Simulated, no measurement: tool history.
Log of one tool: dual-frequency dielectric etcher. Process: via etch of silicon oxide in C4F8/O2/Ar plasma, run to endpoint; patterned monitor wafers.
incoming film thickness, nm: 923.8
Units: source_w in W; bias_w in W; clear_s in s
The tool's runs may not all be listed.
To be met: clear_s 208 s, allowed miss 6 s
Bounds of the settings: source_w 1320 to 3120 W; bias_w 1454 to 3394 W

| run | hour | source_w | bias_w | clear_s |
|---|---|---|---|---|
| 1 | 0 | 2220 | 2424 | 181.47 |
| 2 | 2.3 | 2040 | 2341 | 191.83 |
| 3 | 9.6 | 2040 | 2168 | 196.08 |
| 4 | 11.3 | 1970 | 2143 | 200.65 |
| 5 | 12.7 | 1970 | 2493 | 189.07 |
| 6 | 17.4 | 1850 | 2451 | 194.29 |
| 7 | 18.2 | 1760 | 2418 | 197.01 |
| 8 | 19.4 | 1460 | 2261 | 217.31 |

Which of these 4 next moves meets every target?
| A | 20.6 | 1350 | 2174 | ? |
| B | 20.6 | 1700 | 2210 | ? |
| C | 20.6 | 1360 | 2258 | ? |
| D | 20.6 | 1440 | 2048 | ? |

| move | clear_s |
|---|---|
| A | 226.48 |
| B | 208.2 |
| C | 222.7 |
| D | 226.71 |
A: further off than the last run
B: meets every target
C: further off than the last run
D: further off than the last run
The right move is B.
